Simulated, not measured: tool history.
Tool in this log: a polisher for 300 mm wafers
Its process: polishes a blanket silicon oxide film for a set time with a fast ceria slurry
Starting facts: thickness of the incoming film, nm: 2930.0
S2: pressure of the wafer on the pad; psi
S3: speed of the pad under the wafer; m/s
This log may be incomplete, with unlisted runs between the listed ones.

Run 1, hour 0.0: flow of slurry (ml/min) 160, S2 1.7 psi, S3 1.22 m/s, polishing time (s) 67. Result: film removed (angstrom) 7169.4.
Run 2, hour 3.0: flow of slurry (ml/min) 160, S2 1.7 psi, S3 1.06 m/s, polishing time (s) 67. Result: film removed (angstrom) 6287.8.
Run 3, hour 5.5: flow of slurry (ml/min) 120, S2 1.7 psi, S3 1.06 m/s, polishing time (s) 67. Result: film removed (angstrom) 5928.3.
Run 4, hour 9.9: flow of slurry (ml/min) 110, S2 1.7 psi, S3 1.06 m/s, polishing time (s) 67. Result: film removed (angstrom) 5691.5.
Run 5, hour 12.1: flow of slurry (ml/min) 110, S2 1.7 psi, S3 1.18 m/s, polishing time (s) 67. Result: film removed (angstrom) 6342.8.
Run 6, hour 12.7: flow of slurry (ml/min) 150, S2 1.7 psi, S3 1.18 m/s, polishing time (s) 67. Result: film removed (angstrom) 6914.0.

Run 7 has not been measured yet. What should we expect?
Run 7, hour 16.6: flow of slurry (ml/min) 145, S2 1.7 psi, S3 1.18 m/s, polishing time (s) 67. Result: film removed (angstrom) ?.

{"run 7": {"film removed (angstrom)": 6776.1}}
